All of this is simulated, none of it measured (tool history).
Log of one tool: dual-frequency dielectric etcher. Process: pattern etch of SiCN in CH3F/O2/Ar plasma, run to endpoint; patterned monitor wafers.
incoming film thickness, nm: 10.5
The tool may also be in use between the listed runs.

{"run": 1, "day": 0.0, "source power (W)": 380, "bias power (W)": 100, "endpoint time (s)": 24.042}
{"run": 2, "day": 0.046, "source power (W)": 430, "bias power (W)": 100, "endpoint time (s)": 23.225}
{"run": 3, "day": 0.271, "source power (W)": 390, "bias power (W)": 93, "endpoint time (s)": 24.668}
{"run": 4, "day": 0.292, "source power (W)": 360, "bias power (W)": 89, "endpoint time (s)": 25.297}
{"run": 5, "day": 0.65, "source power (W)": 400, "bias power (W)": 89, "endpoint time (s)": 24.75}
{"run": 6, "day": 0.933, "source power (W)": 440, "bias power (W)": 89, "endpoint time (s)": 24.053}
{"run": 7, "day": 1.283, "source power (W)": 400, "bias power (W)": 83, "endpoint time (s)": 25.255}

Run 8, settings as shown, results not yet in. Your forecast:
{"run": 8, "day": 1.567, "source power (W)": 370, "bias power (W)": 79, "endpoint time (s)": "?"}

endpoint time (s): 26.294
